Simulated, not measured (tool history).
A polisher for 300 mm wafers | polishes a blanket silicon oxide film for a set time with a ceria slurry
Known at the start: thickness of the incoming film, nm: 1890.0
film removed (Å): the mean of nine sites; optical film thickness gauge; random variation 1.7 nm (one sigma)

run,hour,flow of slurry (ml/min),pressure of the wafer on the pad (psi),speed of the pad under the wafer (cm/s),polishing time (s),film removed (Å)
1,0.0,225,2.0,84,50,960.33
2,4.2,225,2.1,84,50,1004.60
3,13.2,225,2.2,84,50,1057.80
4,14.2,225,2.2,84,50,1060.10
5,17.2,180,2.2,84,50,1009.20
6,22.3,190,2.3,84,50,1090.40
7,30.9,195,2.4,84,50,1131.60
8,32.0,200,2.5,84,50,1181.30
9,40.6,205,2.5,84,50,1167.60

Forecast run 10:
10,47.0,205,2.6,84,50,?

Run 10 gave film removed (Å) 1225.50.
